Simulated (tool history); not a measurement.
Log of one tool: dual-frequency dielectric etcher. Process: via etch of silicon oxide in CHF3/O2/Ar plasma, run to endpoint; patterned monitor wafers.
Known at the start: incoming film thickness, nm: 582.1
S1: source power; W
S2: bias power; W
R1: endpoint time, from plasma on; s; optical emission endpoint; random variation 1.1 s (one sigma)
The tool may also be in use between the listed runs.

run,hour,S1,S2,R1
1,0.0,740,163,284.61
2,6.3,780,164,279.05
3,12.7,810,165,274.97
4,19.5,810,182,264.49
5,21.1,810,164,274.70
# hour 26.1: bias power generator calibrated
6,26.1,830,165,271.61
7,27.2,850,166,267.39

Forecast run 8:
8,29.3,860,166,?

Run 8 gave R1 267.54 s.

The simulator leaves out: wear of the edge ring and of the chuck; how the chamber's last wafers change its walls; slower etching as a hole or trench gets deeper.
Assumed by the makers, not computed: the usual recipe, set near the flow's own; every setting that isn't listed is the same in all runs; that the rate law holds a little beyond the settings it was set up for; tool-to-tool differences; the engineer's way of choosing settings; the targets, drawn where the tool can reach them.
